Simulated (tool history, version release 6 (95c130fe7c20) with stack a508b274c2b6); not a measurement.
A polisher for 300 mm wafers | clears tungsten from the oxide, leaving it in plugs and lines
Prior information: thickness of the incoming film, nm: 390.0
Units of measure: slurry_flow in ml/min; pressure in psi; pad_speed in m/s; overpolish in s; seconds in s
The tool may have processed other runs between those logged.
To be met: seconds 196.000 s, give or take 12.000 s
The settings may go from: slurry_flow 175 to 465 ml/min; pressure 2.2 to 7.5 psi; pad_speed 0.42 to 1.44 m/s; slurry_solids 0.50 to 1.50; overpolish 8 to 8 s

run 1 hour=0.0 | slurry_flow=295 pressure=4.8 pad_speed=0.92 slurry_solids=1.00 overpolish=8 | seconds=84.575
run 2 hour=2.9 | slurry_flow=295 pressure=4.5 pad_speed=0.88 slurry_solids=1.00 overpolish=8 | seconds=91.995
run 3 hour=6.4 | slurry_flow=295 pressure=4.5 pad_speed=0.88 slurry_solids=1.00 overpolish=8 | seconds=89.921
run 4 hour=11.6 | slurry_flow=295 pressure=4.5 pad_speed=0.88 slurry_solids=1.00 overpolish=8 | seconds=89.043
run 5 hour=18.8 | slurry_flow=295 pressure=4.3 pad_speed=0.84 slurry_solids=1.00 overpolish=8 | seconds=103.470
run 6 hour=25.3 | slurry_flow=295 pressure=4.3 pad_speed=0.64 slurry_solids=1.00 overpolish=8 | seconds=129.540
run 7 hour=27.7 | slurry_flow=295 pressure=4.1 pad_speed=0.64 slurry_solids=1.00 overpolish=8 | seconds=141.080
run 8 hour=29.8 | slurry_flow=295 pressure=4.0 pad_speed=0.64 slurry_solids=1.00 overpolish=8 | seconds=141.590
run 9 hour=31.0 | slurry_flow=295 pressure=3.9 pad_speed=0.64 slurry_solids=1.00 overpolish=8 | seconds=147.910
run 10 hour=35.1 | slurry_flow=295 pressure=3.8 pad_speed=0.64 slurry_solids=1.00 overpolish=8 | seconds=146.360
run 11 hour=41.6 | slurry_flow=295 pressure=3.7 pad_speed=0.64 slurry_solids=1.00 overpolish=8 | seconds=151.120
run 12 hour=42.4 | slurry_flow=295 pressure=3.6 pad_speed=0.64 slurry_solids=1.00 overpolish=8 | seconds=155.610
run 13 hour=49.2 | slurry_flow=295 pressure=3.5 pad_speed=0.64 slurry_solids=1.00 overpolish=8 | seconds=160.560
run 14 hour=54.8 | slurry_flow=295 pressure=3.4 pad_speed=0.64 slurry_solids=1.00 overpolish=8 | seconds=169.180
run 15 hour=61.5 | slurry_flow=295 pressure=3.4 pad_speed=0.64 slurry_solids=1.00 overpolish=8 | seconds=164.400
run 16 hour=66.5 | slurry_flow=295 pressure=3.3 pad_speed=0.64 slurry_solids=1.00 overpolish=8 | seconds=162.700
run 17 hour=75.4 | slurry_flow=295 pressure=3.2 pad_speed=0.64 slurry_solids=1.00 overpolish=8 | seconds=175.080

Of the 5 settings listed for the next run, only one would bring every result within its allowed miss of target. Which one?
run A hour=84.3 | slurry_flow=350 pressure=3.5 pad_speed=0.72 slurry_solids=0.90 overpolish=8 | seconds=?
run B hour=84.3 | slurry_flow=330 pressure=3.8 pad_speed=0.66 slurry_solids=1.00 overpolish=8 | seconds=?
run C hour=84.3 | slurry_flow=305 pressure=2.9 pad_speed=0.64 slurry_solids=0.90 overpolish=8 | seconds=?
run D hour=84.3 | slurry_flow=300 pressure=3.6 pad_speed=0.74 slurry_solids=0.80 overpolish=8 | seconds=?
run E hour=84.3 | slurry_flow=235 pressure=2.8 pad_speed=0.60 slurry_solids=0.95 overpolish=8 | seconds=?

move=A seconds=145.120
move=B seconds=141.880
move=C seconds=196.890
move=D seconds=144.730
move=E seconds=219.370
A: misses by more than the last run did
B: misses by more than the last run did
C: meets every target
D: misses by more than the last run did
E: takes the result that was furthest off past its target
Go with C: it meets all targets.
